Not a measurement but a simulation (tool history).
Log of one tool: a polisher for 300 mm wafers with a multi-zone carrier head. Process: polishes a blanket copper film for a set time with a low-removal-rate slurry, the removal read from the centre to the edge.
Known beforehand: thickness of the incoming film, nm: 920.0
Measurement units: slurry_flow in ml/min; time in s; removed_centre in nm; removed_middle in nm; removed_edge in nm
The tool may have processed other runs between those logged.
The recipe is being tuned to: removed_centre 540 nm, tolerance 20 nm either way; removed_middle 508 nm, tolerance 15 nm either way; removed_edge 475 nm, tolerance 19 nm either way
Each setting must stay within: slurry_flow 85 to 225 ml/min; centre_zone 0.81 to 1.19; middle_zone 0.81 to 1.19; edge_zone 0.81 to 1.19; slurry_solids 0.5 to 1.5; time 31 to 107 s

run 1 hour=0 | slurry_flow=145 centre_zone=1 middle_zone=1 edge_zone=1 slurry_solids=1 time=69 | removed_centre=333.04 removed_middle=329.89 removed_edge=323.09
run 2 hour=6.7 | slurry_flow=145 centre_zone=1 middle_zone=1 edge_zone=1 slurry_solids=0.85 time=69 | removed_centre=312.7 removed_middle=312.61 removed_edge=311.92
run 3 hour=14.5 | slurry_flow=155 centre_zone=1.03 middle_zone=1.02 edge_zone=1.05 slurry_solids=1.1 time=73 | removed_centre=378.41 removed_middle=365.08 removed_edge=363.41
run 4 hour=15.9 | slurry_flow=170 centre_zone=1.06 middle_zone=1.06 edge_zone=1.08 slurry_solids=1.25 time=75 | removed_centre=425.74 removed_middle=409.28 removed_edge=402.61
run 5 hour=21.9 | slurry_flow=170 centre_zone=1.06 middle_zone=1.03 edge_zone=1.08 slurry_solids=1.25 time=75 | removed_centre=417.28 removed_middle=406.4 removed_edge=404.3
run 6 hour=22.5 | slurry_flow=170 centre_zone=1.06 middle_zone=1.06 edge_zone=1.08 slurry_solids=1.25 time=75 | removed_centre=413.91 removed_middle=417.78 removed_edge=401.44
run 7 hour=26.3 | slurry_flow=180 centre_zone=1.1 middle_zone=1.07 edge_zone=1.09 slurry_solids=1.35 time=76 | removed_centre=458.05 removed_middle=434.49 removed_edge=417.02
run 8 hour=28.7 | slurry_flow=190 centre_zone=1.12 middle_zone=1.09 edge_zone=1.11 slurry_solids=1.4 time=77 | removed_centre=478.18 removed_middle=456.18 removed_edge=428.75
run 9 hour=37.6 | slurry_flow=195 centre_zone=1.13 middle_zone=1.1 edge_zone=1.12 slurry_solids=1.45 time=79 | removed_centre=501.8 removed_middle=473.78 removed_edge=447.48
run 10 hour=44.5 | slurry_flow=200 centre_zone=1.14 middle_zone=1.11 edge_zone=1.13 slurry_solids=1.45 time=80 | removed_centre=518.49 removed_middle=490.66 removed_edge=463.93
run 11 hour=46.6 | slurry_flow=205 centre_zone=1.15 middle_zone=1.11 edge_zone=1.13 slurry_solids=1.45 time=80 | removed_centre=528.29 removed_middle=494.7 removed_edge=469.22
run 12 hour=50.2 | slurry_flow=210 centre_zone=1.15 middle_zone=1.11 edge_zone=1.13 slurry_solids=1.45 time=80 | removed_centre=529.29 removed_middle=484.66 removed_edge=469.25

Next run, 4 choices. One meets every target within its allowed miss, the rest don't. Which?
run A hour=53.8 | slurry_flow=225 centre_zone=1.13 middle_zone=1.04 edge_zone=1.16 slurry_solids=1.4 time=80 | removed_centre=? removed_middle=? removed_edge=?
run B hour=53.8 | slurry_flow=225 centre_zone=1.18 middle_zone=1.15 edge_zone=1.18 slurry_solids=1.1 time=85 | removed_centre=? removed_middle=? removed_edge=?
run C hour=53.8 | slurry_flow=225 centre_zone=1.1 middle_zone=0.98 edge_zone=1.17 slurry_solids=1.05 time=88 | removed_centre=? removed_middle=? removed_edge=?
run D hour=53.8 | slurry_flow=225 centre_zone=1.12 middle_zone=1.04 edge_zone=1.12 slurry_solids=1.4 time=80 | removed_centre=? removed_middle=? removed_edge=?

move=A removed_centre=515.79 removed_middle=465.63 removed_edge=472.79
move=B removed_centre=535.13 removed_middle=503.5 removed_edge=472.73
move=C removed_centre=508.72 removed_middle=448.99 removed_edge=481.84
move=D removed_centre=511.2 removed_middle=465.68 removed_edge=464.34
A: its largest miss is bigger than the last run's
B: meets every target
C: its largest miss is bigger than the last run's
D: its largest miss is bigger than the last run's
Move B is the one to make.
